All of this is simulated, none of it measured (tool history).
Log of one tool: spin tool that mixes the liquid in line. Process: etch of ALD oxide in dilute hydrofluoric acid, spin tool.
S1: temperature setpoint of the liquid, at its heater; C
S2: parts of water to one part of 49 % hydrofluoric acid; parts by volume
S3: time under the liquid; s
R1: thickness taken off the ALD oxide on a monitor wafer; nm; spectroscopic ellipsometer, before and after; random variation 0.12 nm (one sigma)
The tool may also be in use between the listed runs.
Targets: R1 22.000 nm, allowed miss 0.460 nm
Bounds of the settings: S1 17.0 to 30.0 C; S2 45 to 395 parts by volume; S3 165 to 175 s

run 1 hour=0.0 | S1=22.0 S2=220 S3=165 | R1=16.399
run 2 hour=2.8 | S1=24.5 S2=220 S3=165 | R1=17.931
run 3 hour=7.4 | S1=26.5 S2=220 S3=165 | R1=19.170
run 4 hour=12.8 | S1=26.5 S2=290 S3=165 | R1=13.529
run 5 hour=19.4 | S1=27.5 S2=265 S3=165 | R1=15.693
run 6 hour=23.2 | S1=28.5 S2=245 S3=165 | R1=17.905
run 7 hour=30.6 | S1=29.0 S2=235 S3=165 | R1=19.284
run 8 hour=31.9 | S1=29.5 S2=230 S3=165 | R1=20.322
run 9 hour=38.9 | S1=29.5 S2=230 S3=165 | R1=20.495
run 10 hour=40.0 | S1=29.5 S2=225 S3=165 | R1=21.003

5 next moves are on the table. One of them brings every result within its allowed miss. Which?
run A hour=41.1 | S1=30.0 S2=245 S3=175 | R1=?
run B hour=41.1 | S1=28.0 S2=205 S3=165 | R1=?
run C hour=41.1 | S1=29.5 S2=205 S3=165 | R1=?
run D hour=41.1 | S1=28.5 S2=205 S3=170 | R1=?
run E hour=41.1 | S1=28.0 S2=205 S3=175 | R1=?

move=A R1=20.065
move=B R1=22.118
move=C R1=23.307
move=D R1=23.192
move=E R1=23.458
A: further off than the last run
B: meets every target
C: takes the result that was furthest off past its target
D: takes the result that was furthest off past its target
E: takes the result that was furthest off past its target
Answer: B
